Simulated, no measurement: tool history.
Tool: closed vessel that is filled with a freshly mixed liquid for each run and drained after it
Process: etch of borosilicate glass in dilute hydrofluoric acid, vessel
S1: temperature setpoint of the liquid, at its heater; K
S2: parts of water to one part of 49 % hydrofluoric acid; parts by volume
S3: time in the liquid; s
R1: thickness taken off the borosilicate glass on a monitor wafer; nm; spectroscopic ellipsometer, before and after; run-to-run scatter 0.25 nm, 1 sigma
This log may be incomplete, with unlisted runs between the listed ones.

run  hour      S1  S2  S3      R1
  1     0  296.15  80  30  12.114
  2   4.3  296.15  80  30  12.088
  3  11.8  296.15  80  30  12.159
  4  14.2  296.15  80  30  12.007
  5  21.6  296.15  80  30  11.908
  6  24.5  297.65  70  30   14.86
  7  28.8  299.15  65  30  17.165

Run 8 has not been measured yet. What should we expect?
  8  37.3  303.15  45  30   ?

For run 8 the tool returned R1 29.978 nm.
